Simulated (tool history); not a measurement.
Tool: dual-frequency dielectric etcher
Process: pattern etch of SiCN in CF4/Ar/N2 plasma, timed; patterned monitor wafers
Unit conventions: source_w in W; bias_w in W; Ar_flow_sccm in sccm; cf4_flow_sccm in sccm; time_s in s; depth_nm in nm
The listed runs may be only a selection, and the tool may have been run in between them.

run 1 hour=0 | source_w=550 bias_w=54 Ar_flow_sccm=125 cf4_flow_sccm=71 time_s=153 | depth_nm=163.67
run 2 hour=8.1 | source_w=640 bias_w=54 Ar_flow_sccm=125 cf4_flow_sccm=71 time_s=153 | depth_nm=186.56
run 3 hour=16.1 | source_w=640 bias_w=54 Ar_flow_sccm=125 cf4_flow_sccm=62 time_s=153 | depth_nm=184.23
run 4 hour=21.1 | source_w=550 bias_w=52 Ar_flow_sccm=127 cf4_flow_sccm=61 time_s=153 | depth_nm=158.55
run 5 hour=25.6 | source_w=550 bias_w=52 Ar_flow_sccm=127 cf4_flow_sccm=69 time_s=153 | depth_nm=160.5
run 6 hour=27 | source_w=550 bias_w=44 Ar_flow_sccm=127 cf4_flow_sccm=69 time_s=153 | depth_nm=153.04
run 7 hour=30.3 | source_w=490 bias_w=43 Ar_flow_sccm=128 cf4_flow_sccm=69 time_s=153 | depth_nm=136.44
run 8 hour=34.3 | source_w=450 bias_w=43 Ar_flow_sccm=128 cf4_flow_sccm=69 time_s=153 | depth_nm=126.25
run 9 hour=43 | source_w=430 bias_w=43 Ar_flow_sccm=128 cf4_flow_sccm=69 time_s=153 | depth_nm=121.3

Run 10, settings as shown, results not yet in. Your forecast:
run 10 hour=48.4 | source_w=420 bias_w=43 Ar_flow_sccm=128 cf4_flow_sccm=69 time_s=153 | depth_nm=?

{"run 10": {"depth_nm": 117.89}}
